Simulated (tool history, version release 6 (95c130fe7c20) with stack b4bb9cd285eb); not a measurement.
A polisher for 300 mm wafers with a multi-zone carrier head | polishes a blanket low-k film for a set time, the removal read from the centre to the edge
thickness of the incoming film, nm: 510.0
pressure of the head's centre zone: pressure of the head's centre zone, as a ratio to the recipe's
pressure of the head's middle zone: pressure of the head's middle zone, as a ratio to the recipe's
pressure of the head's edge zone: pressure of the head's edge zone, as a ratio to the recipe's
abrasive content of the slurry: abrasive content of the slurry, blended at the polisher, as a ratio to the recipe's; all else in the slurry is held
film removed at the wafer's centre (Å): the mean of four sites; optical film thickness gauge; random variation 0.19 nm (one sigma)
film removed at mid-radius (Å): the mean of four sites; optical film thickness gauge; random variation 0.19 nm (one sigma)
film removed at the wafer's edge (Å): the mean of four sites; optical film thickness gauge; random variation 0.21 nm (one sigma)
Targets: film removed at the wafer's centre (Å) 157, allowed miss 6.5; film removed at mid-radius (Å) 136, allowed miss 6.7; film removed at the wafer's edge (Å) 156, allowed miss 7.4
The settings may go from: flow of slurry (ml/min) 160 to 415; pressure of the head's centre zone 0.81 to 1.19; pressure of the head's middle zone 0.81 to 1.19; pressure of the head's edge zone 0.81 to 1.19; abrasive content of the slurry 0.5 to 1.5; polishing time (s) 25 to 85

run	hour	flow of slurry (ml/min)	pressure of the head's centre zone	pressure of the head's middle zone	pressure of the head's edge zone	abrasive content of the slurry	polishing time (s)	film removed at the wafer's centre (Å)	film removed at mid-radius (Å)	film removed at the wafer's edge (Å)
1	0	265	1	1	1	1	55	206.16	234.21	235.72
2	6.4	265	1.03	0.95	0.99	0.85	52	187.81	193.36	204.29
3	14.5	265	1.03	0.95	0.99	0.95	52	196.73	204.82	212.72
4	18.3	265	1.04	0.91	0.97	0.8	51	182.55	182.93	195.4
5	20.9	230	1.04	0.91	0.97	0.8	51	177.98	173.66	190.97
6	26	185	1.04	0.91	0.97	0.8	51	169.79	174.64	193.22
7	29.2	200	1.06	0.89	0.96	0.7	50	162.6	163.22	174.83
# hour 35.7: centre zone pressure recalibrated
8	35.7	210	1.09	0.87	0.99	0.65	49	181.52	149.92	167.75
9	41.2	205	1.08	0.86	0.98	0.6	49	173.4	145.74	161.85
10	47.4	195	1.07	0.85	0.98	0.6	49	167.44	143.07	164.69
11	54.2	195	1.07	0.85	0.97	0.55	49	166.74	137.82	157.33

Which of these 5 next moves meets every target?
A	61	235	1.1	0.81	1.06	0.5	52	?	?	?
B	61	245	1.19	0.95	0.91	0.5	46	?	?	?
C	61	260	1.02	0.85	1.04	0.5	49	?	?	?
D	61	195	1.11	0.93	0.94	0.55	46	?	?	?
E	61	190	1.11	0.85	0.94	0.5	48	?	?	?

move	film removed at the wafer's centre (Å)	film removed at mid-radius (Å)	film removed at the wafer's edge (Å)
A	170.59	140.57	168.5
B	163.83	138.52	138.91
C	151.7	138.35	158.73
D	154.51	138.28	143.94
E	153.37	129.61	143.3
A: further off than the last run
B: further off than the last run
C: meets every target
D: brings the result that was furthest off to its target, and leaves another outside
E: brings the result that was furthest off to its target, and leaves another outside
Answer: C
